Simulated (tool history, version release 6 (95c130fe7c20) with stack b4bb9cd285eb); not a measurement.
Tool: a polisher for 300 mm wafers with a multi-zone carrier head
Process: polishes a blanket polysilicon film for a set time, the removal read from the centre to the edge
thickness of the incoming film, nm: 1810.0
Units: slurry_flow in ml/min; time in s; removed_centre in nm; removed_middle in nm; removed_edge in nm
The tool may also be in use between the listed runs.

| run | day | slurry_flow | centre_zone | middle_zone | edge_zone | time | removed_centre | removed_middle | removed_edge |
|---|---|---|---|---|---|---|---|---|---|
| 1 | 0.000 | 190 | 1.00 | 1.00 | 1.00 | 47 | 329.58 | 309.06 | 304.56 |
| 2 | 0.079 | 230 | 1.00 | 1.00 | 1.00 | 47 | 337.13 | 321.80 | 315.81 |
| 3 | 0.188 | 230 | 1.00 | 1.00 | 1.00 | 39 | 270.08 | 268.89 | 259.38 |
| 4 | 0.458 | 230 | 1.00 | 0.92 | 1.00 | 39 | 272.22 | 253.31 | 262.78 |
| 5 | 0.554 | 220 | 1.01 | 0.93 | 0.96 | 39 | 283.05 | 252.08 | 249.17 |
|  | 0.812 | edge zone pressure recalibrated |
| 6 | 0.812 | 210 | 1.00 | 0.93 | 0.95 | 39 | 269.53 | 252.36 | 259.48 |

Forecast run 7:
| 7 | 0.854 | 210 | 1.02 | 0.94 | 0.95 | 38 | ? | ? | ? |

{"run 7": {"removed_centre": 266.03, "removed_middle": 248.0, "removed_edge": 255.83}}
